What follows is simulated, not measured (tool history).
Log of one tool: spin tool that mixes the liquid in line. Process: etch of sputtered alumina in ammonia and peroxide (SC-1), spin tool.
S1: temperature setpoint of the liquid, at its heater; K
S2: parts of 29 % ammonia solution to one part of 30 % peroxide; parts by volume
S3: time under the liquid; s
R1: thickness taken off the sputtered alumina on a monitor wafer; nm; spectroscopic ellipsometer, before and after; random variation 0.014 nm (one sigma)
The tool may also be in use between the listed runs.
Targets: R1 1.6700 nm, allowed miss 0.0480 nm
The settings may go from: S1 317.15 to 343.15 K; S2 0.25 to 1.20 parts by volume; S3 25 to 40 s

run	hour	S1	S2	S3	R1
1	0.0	333.15	0.95	40	3.2638
2	5.0	336.15	0.95	40	3.7564
3	9.8	336.15	0.95	40	3.7295
4	10.9	336.15	0.95	25	2.3691
5	12.8	333.15	0.95	25	1.9995
6	13.8	333.15	0.95	25	1.9931
7	21.9	332.65	0.95	25	1.9693
8	24.0	332.15	0.95	25	1.9440
9	30.3	331.65	0.95	25	1.8620
10	32.6	331.15	0.95	25	1.8274
11	34.4	331.15	0.95	25	1.8049
12	35.9	330.65	0.95	25	1.7747
13	44.5	330.15	0.95	25	1.7248

Which of these 4 next moves meets every target?
A	53.1	327.65	0.80	30	?
B	53.1	324.65	0.95	35	?
C	53.1	326.65	0.70	30	?
D	53.1	331.15	1.05	25	?

move	R1
A	1.8071
B	1.8233
C	1.6914
D	1.8580
A: further off than the last run
B: further off than the last run
C: meets every target
D: further off than the last run
Move C is the one to make.
